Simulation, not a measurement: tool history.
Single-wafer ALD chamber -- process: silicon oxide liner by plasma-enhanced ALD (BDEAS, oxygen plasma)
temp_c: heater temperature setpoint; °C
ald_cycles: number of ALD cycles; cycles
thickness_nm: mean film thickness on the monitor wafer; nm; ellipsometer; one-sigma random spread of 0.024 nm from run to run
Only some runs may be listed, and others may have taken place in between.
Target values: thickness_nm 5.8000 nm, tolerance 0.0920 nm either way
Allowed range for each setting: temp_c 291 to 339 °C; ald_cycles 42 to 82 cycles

| run | hour | temp_c | ald_cycles | thickness_nm |
|---|---|---|---|---|
| 1 | 0.0 | 315 | 62 | 5.4136 |
| 2 | 5.6 | 311 | 62 | 5.4618 |
| 3 | 13.8 | 311 | 68 | 5.9818 |
| 4 | 18.9 | 311 | 62 | 5.4624 |
| 5 | 25.3 | 311 | 53 | 4.7070 |
| 6 | 33.7 | 310 | 56 | 4.9224 |
| 7 | 39.4 | 310 | 58 | 5.1123 |
| 8 | 47.9 | 309 | 60 | 5.3076 |
| 9 | 50.8 | 307 | 61 | 5.3952 |
| 10 | 56.5 | 306 | 62 | 5.5133 |
| 11 | 58.8 | 305 | 63 | 5.5822 |
| 12 | 66.8 | 304 | 64 | 5.6842 |

Pick the move, out of 5, that brings all results within their allowed miss; only one does.
| A | 74.8 | 302 | 67 | ? |
| B | 74.8 | 316 | 63 | ? |
| C | 74.8 | 293 | 61 | ? |
| D | 74.8 | 298 | 65 | ? |
| E | 74.8 | 315 | 69 | ? |

| move | thickness_nm |
|---|---|
| A | 5.9495 |
| B | 5.4975 |
| C | 5.5306 |
| D | 5.8004 |
| E | 6.0286 |
A: takes the biggest miss from the last run beyond its target
B: further off than the last run
C: further off than the last run
D: all results in spec
E: takes the biggest miss from the last run beyond its target
D is the move that brings every result within its allowed miss.
